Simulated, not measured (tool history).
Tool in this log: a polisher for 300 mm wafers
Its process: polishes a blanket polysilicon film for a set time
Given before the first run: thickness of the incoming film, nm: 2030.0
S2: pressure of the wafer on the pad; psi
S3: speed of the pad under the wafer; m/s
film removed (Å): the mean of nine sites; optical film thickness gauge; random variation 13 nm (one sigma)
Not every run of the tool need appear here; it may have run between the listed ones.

Run 1, hour 0.0: flow of slurry (ml/min) 245, S2 3.1 psi, S3 1.00 m/s, polishing time (s) 74. Result: film removed (Å) 7039.0.
Run 2, hour 1.0: flow of slurry (ml/min) 245, S2 3.3 psi, S3 1.00 m/s, polishing time (s) 74. Result: film removed (Å) 7277.1.
Run 3, hour 1.8: flow of slurry (ml/min) 270, S2 3.3 psi, S3 1.00 m/s, polishing time (s) 74. Result: film removed (Å) 7452.0.
Run 4, hour 6.3: flow of slurry (ml/min) 270, S2 3.7 psi, S3 1.00 m/s, polishing time (s) 74. Result: film removed (Å) 8153.5.
Run 5, hour 14.4: flow of slurry (ml/min) 270, S2 3.7 psi, S3 0.76 m/s, polishing time (s) 74. Result: film removed (Å) 6670.2.
Run 6, hour 19.4: flow of slurry (ml/min) 315, S2 3.7 psi, S3 0.76 m/s, polishing time (s) 74. Result: film removed (Å) 6846.7.

Predict the results of run 7:
Run 7, hour 21.4: flow of slurry (ml/min) 315, S2 4.0 psi, S3 0.76 m/s, polishing time (s) 74. Result: film removed (Å) ?.

{"run 7": {"film removed (Å)": 7249.8}}
